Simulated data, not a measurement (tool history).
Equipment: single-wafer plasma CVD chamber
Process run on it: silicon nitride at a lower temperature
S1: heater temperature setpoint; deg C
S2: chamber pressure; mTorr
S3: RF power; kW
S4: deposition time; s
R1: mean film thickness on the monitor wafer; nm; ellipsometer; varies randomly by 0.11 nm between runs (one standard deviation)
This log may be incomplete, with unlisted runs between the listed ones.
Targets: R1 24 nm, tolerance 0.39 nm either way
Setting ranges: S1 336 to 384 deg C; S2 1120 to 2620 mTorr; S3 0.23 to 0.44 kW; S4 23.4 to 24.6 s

run	hour	S1	S2	S3	S4	R1
1	0	360	1870	0.335	24.6	32.34
2	2.2	360	1540	0.335	24.6	30.495
3	9.3	360	1220	0.335	24.6	28.178
4	17.5	360	1190	0.315	24.5	26.921
5	19.4	360	1310	0.315	24.5	27.66
6	21.9	360	1310	0.315	24.6	27.796
7	28.9	360	1260	0.3	24.5	26.333
8	32.2	360	1220	0.29	24.5	25.485
9	36.4	360	1190	0.285	24.5	25.237
# hour 42: capacitance manometer re-zeroed and calibrated
10	42	360	1170	0.28	24.5	25.211
11	46.7	360	1160	0.275	24.5	24.677

Next run, 4 choices. One meets every target within its allowed miss, the rest don't. Which?
A	51.4	358	1270	0.26	24.6	?
B	51.4	363	1240	0.27	23.4	?
C	51.4	354	1250	0.265	24.6	?
D	51.4	341	1180	0.29	23.7	?

move	R1
A	24.577
B	23.819
C	24.838
D	25.199
A: better than the last run, though not everything is in spec
B: every result lands within tolerance
C: the biggest miss grows against the last run
D: the biggest miss grows against the last run
B meets every target.
